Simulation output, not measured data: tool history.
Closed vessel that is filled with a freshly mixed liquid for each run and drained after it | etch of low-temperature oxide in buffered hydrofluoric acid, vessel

| run | hour | temperature setpoint of the liquid (°C) | parts of 40 % ammonium fluoride to one part of 49 % hydrofluoric acid (parts by volume) | time in the liquid (s) | thickness taken off the low-temperature oxide on a monitor wafer (angstrom) |
|---|---|---|---|---|---|
| 1 | 0 | 22 | 13 | 30 | 661.56 |
| 2 | 7.6 | 23.5 | 12 | 30 | 784.6 |
| 3 | 16.2 | 25 | 11.5 | 30 | 890.38 |
| 4 | 18.8 | 21.5 | 11.5 | 30 | 735.75 |
| 5 | 19.4 | 19 | 11.5 | 30 | 631.32 |
| 6 | 24.1 | 19 | 9.5 | 30 | 771.81 |
|  | 32.3 | hydrofluoric acid flow meter replaced |
| 7 | 32.3 | 19 | 9.5 | 30 | 823.34 |

Run 8, settings as shown, results not yet in. Your forecast:
| 8 | 37.1 | 21 | 9.5 | 30 | ? |

thickness taken off the low-temperature oxide on a monitor wafer (angstrom): 927.31

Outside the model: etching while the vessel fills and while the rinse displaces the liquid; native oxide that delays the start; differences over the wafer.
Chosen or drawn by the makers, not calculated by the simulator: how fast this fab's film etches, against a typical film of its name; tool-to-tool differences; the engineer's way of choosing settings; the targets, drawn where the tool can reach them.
